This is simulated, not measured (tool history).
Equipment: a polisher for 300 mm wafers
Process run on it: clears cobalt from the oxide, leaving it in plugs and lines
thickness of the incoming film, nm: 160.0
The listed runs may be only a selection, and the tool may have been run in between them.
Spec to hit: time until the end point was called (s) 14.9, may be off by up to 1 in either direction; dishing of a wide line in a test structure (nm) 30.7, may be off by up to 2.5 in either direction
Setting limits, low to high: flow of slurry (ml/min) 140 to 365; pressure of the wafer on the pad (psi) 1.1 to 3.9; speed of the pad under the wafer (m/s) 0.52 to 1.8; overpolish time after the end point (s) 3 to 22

run,day,flow of slurry (ml/min),pressure of the wafer on the pad (psi),speed of the pad under the wafer (m/s),overpolish time after the end point (s),time until the end point was called (s),dishing of a wide line in a test structure (nm)
1,0,235,2.5,1.16,11,19.767,44.19
2,0.375,235,2.5,1.16,8,19.573,39.559
3,0.442,235,3,1.16,8,16.872,41.72
4,0.538,235,3,1.3,8,14.388,45.363
5,0.704,245,3.1,1.24,7,15.155,42.777
6,0.896,245,2.7,1.24,7,16.964,39.135
7,1.242,265,2.7,1.26,6,16.759,35.724
8,1.346,270,2.7,1.26,5,17.342,31.927
# day 1.412: head pressure recalibrated
9,1.412,270,2.8,1.26,5,17.686,32.132
10,1.55,270,2.8,1.26,5,17.478,31.612
11,1.7,270,2.9,1.26,5,16.167,32.039
12,1.742,275,3,1.26,5,16.763,33.643
13,1.858,210,2.9,1.42,3,16.224,23.941
14,1.912,220,2.9,1.4,3,15.911,25.213
15,2.225,225,2.9,1.38,3,16.519,23.869
16,2.329,235,2.9,1.38,3,16.094,24.371
17,2.538,235,2.9,1.38,3,16.197,24.289

Which of these 5 next moves meets every target?
A,2.746,285,2.8,1.54,4,?,?
B,2.746,255,2.9,1.3,5,?,?
C,2.746,245,2.5,1.44,5,?,?
D,2.746,180,3.6,1.14,6,?,?
E,2.746,210,2.9,1.26,4,?,?

move,time until the end point was called (s),dishing of a wide line in a test structure (nm)
A,15.204,31.246
B,16.99,33.462
C,18.202,32.11
D,15.955,38.251
E,17.836,28.173
A: every result lands within tolerance
B: carries the result that was furthest off beyond its target, to the other side
C: puts the biggest miss on target and leaves a different result outside tolerance
D: carries the result that was furthest off beyond its target, to the other side
E: further off than the last run
So the answer is move A, the one that meets all the targets.

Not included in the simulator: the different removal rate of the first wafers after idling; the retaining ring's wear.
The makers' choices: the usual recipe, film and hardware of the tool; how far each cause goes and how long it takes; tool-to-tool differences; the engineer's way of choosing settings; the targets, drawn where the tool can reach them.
